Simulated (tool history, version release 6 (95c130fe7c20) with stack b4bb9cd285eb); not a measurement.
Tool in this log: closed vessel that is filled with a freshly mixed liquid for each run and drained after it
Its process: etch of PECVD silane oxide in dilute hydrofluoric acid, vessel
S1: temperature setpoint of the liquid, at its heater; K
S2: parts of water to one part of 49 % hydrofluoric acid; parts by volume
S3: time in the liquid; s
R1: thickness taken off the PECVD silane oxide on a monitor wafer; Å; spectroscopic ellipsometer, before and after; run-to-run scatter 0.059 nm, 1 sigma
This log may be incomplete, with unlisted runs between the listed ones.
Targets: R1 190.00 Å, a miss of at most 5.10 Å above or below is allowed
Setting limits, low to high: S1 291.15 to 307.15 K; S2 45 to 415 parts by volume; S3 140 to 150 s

| run | hour | S1 | S2 | S3 | R1 |
|---|---|---|---|---|---|
| 1 | 0.0 | 299.15 | 230 | 140 | 144.86 |
| 2 | 8.1 | 301.65 | 230 | 140 | 158.58 |
| 3 | 11.8 | 301.65 | 155 | 140 | 257.74 |
| 4 | 15.2 | 301.65 | 220 | 140 | 165.99 |
| 5 | 21.2 | 301.65 | 300 | 140 | 112.14 |
| 6 | 26.3 | 303.65 | 280 | 140 | 130.77 |
| 7 | 30.5 | 304.65 | 265 | 140 | 145.14 |
| 8 | 33.0 | 305.15 | 255 | 140 | 156.01 |
| 9 | 39.1 | 305.65 | 245 | 140 | 167.31 |
| 10 | 45.2 | 306.15 | 240 | 140 | 173.28 |
| 11 | 47.5 | 306.65 | 235 | 140 | 181.71 |

Pick the move, out of 5, that brings all results within their allowed miss; only one does.
| A | 49.8 | 307.15 | 230 | 140 | ? |
| B | 49.8 | 307.15 | 255 | 150 | ? |
| C | 49.8 | 301.65 | 225 | 140 | ? |
| D | 49.8 | 307.15 | 260 | 150 | ? |
| E | 49.8 | 304.65 | 220 | 150 | ? |

| move | R1 |
|---|---|
| A | 188.82 |
| B | 176.79 |
| C | 161.63 |
| D | 172.32 |
| E | 197.30 |
A: hits every target within its allowed miss
B: further off than the last run
C: further off than the last run
D: further off than the last run
E: takes the result that was furthest off past its target
The right move is A.

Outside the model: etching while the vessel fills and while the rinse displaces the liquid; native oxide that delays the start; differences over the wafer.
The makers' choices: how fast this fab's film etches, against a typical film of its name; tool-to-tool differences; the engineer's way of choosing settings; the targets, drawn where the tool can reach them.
